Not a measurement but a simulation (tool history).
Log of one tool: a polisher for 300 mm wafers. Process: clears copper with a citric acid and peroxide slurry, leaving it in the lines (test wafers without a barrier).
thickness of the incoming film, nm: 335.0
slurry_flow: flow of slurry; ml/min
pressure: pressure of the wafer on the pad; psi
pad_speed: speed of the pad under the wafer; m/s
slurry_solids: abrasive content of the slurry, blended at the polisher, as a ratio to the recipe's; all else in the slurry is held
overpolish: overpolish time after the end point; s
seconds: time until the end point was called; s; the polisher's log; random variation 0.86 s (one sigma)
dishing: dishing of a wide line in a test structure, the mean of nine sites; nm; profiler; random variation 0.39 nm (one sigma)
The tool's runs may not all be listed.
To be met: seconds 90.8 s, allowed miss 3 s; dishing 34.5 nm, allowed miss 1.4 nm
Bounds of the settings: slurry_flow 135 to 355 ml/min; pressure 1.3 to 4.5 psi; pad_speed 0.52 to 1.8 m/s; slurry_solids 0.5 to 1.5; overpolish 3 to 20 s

run 1 day=0 | slurry_flow=225 pressure=2.9 pad_speed=1.16 slurry_solids=1 overpolish=10 | seconds=138.05 dishing=17.91
run 2 day=0.042 | slurry_flow=225 pressure=2.9 pad_speed=1.38 slurry_solids=1 overpolish=10 | seconds=118.17 dishing=21.019
run 3 day=0.121 | slurry_flow=280 pressure=2.9 pad_speed=1.38 slurry_solids=1 overpolish=10 | seconds=115.26 dishing=21.17
run 4 day=0.188 | slurry_flow=280 pressure=2.9 pad_speed=1.38 slurry_solids=0.9 overpolish=10 | seconds=116.85 dishing=21.383
run 5 day=0.392 | slurry_flow=275 pressure=3 pad_speed=1.38 slurry_solids=0.9 overpolish=10 | seconds=114.54 dishing=21.528
run 6 day=0.479 | slurry_flow=275 pressure=3.4 pad_speed=1.38 slurry_solids=0.9 overpolish=10 | seconds=103.15 dishing=24.404
run 7 day=0.604 | slurry_flow=275 pressure=3.5 pad_speed=1.38 slurry_solids=0.9 overpolish=10 | seconds=103.97 dishing=23.913
run 8 day=0.833 | slurry_flow=270 pressure=3.6 pad_speed=1.38 slurry_solids=0.9 overpolish=10 | seconds=100.44 dishing=24.548
run 9 day=0.946 | slurry_flow=265 pressure=3.7 pad_speed=1.38 slurry_solids=0.9 overpolish=10 | seconds=98.211 dishing=24.887

Which of these 4 next moves meets every target?
run A day=1.058 | slurry_flow=255 pressure=4 pad_speed=1.34 slurry_solids=0.85 overpolish=11 | seconds=? dishing=?
run B day=1.058 | slurry_flow=325 pressure=3.3 pad_speed=1.58 slurry_solids=0.95 overpolish=13 | seconds=? dishing=?
run C day=1.058 | slurry_flow=255 pressure=3.8 pad_speed=1.22 slurry_solids=0.95 overpolish=16 | seconds=? dishing=?
run D day=1.058 | slurry_flow=275 pressure=3.5 pad_speed=1.26 slurry_solids=0.8 overpolish=18 | seconds=? dishing=?

move=A seconds=97.597 dishing=28.015
move=B seconds=92.516 dishing=34.09
move=C seconds=108.67 dishing=35.725
move=D seconds=116.51 dishing=37.203
A: nearer than the last run, and not there yet
B: meets every target
C: brings the result that was furthest off to its target, and leaves another outside
D: takes the result that was furthest off past its target
Answer: B

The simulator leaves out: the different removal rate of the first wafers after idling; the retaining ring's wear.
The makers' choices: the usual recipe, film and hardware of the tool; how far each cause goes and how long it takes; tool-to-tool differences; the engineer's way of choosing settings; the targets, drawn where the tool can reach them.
